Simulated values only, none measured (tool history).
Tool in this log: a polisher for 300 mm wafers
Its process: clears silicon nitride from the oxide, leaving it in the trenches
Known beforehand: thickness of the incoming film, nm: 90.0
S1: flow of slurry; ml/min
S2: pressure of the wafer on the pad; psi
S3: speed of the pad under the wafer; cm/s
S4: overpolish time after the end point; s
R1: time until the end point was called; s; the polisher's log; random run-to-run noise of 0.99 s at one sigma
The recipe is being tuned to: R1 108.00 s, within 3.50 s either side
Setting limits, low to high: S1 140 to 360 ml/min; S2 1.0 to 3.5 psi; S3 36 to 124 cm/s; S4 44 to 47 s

{"run": 1, "hour": 0.0, "S1": 230, "S2": 2.2, "S3": 80, "S4": 44, "R1": 133.84}
{"run": 2, "hour": 4.3, "S1": 230, "S2": 2.2, "S3": 66, "S4": 44, "R1": 161.4}
{"run": 3, "hour": 11.5, "S1": 230, "S2": 2.4, "S3": 66, "S4": 44, "R1": 149.72}
{"run": 4, "hour": 13.0, "S1": 230, "S2": 2.6, "S3": 66, "S4": 44, "R1": 138.75}
{"run": 5, "hour": 18.0, "S1": 230, "S2": 2.8, "S3": 66, "S4": 44, "R1": 131.66}
{"run": 6, "hour": 26.7, "S1": 230, "S2": 2.9, "S3": 66, "S4": 44, "R1": 128.83}
{"run": 7, "hour": 35.3, "S1": 230, "S2": 3.0, "S3": 66, "S4": 44, "R1": 125.73}
{"run": 8, "hour": 43.2, "S1": 230, "S2": 3.1, "S3": 66, "S4": 44, "R1": 122.04}
{"run": 9, "hour": 45.4, "S1": 230, "S2": 3.2, "S3": 66, "S4": 44, "R1": 121.29}
{"run": 10, "hour": 49.0, "S1": 230, "S2": 3.3, "S3": 66, "S4": 44, "R1": 116.41}

Below are 5 possible settings for the next run. Only one of them brings all results inside the allowed miss of their targets. Which is it?
{"run": "A", "hour": 52.6, "S1": 210, "S2": 3.3, "S3": 72, "S4": 44, "R1": "?"}
{"run": "B", "hour": 52.6, "S1": 215, "S2": 3.5, "S3": 62, "S4": 44, "R1": "?"}
{"run": "C", "hour": 52.6, "S1": 290, "S2": 3.4, "S3": 72, "S4": 47, "R1": "?"}
{"run": "D", "hour": 52.6, "S1": 245, "S2": 3.0, "S3": 64, "S4": 47, "R1": "?"}
{"run": "E", "hour": 52.6, "S1": 220, "S2": 3.3, "S3": 64, "S4": 44, "R1": "?"}

move=A R1=107.01
move=B R1=117.36
move=C R1=100.50
move=D R1=127.00
move=E R1=119.13
A: every result within its allowed miss
B: lands further from the targets than the last run did
C: carries the result that was furthest off beyond its target, to the other side
D: lands further from the targets than the last run did
E: lands further from the targets than the last run did
A meets every target.
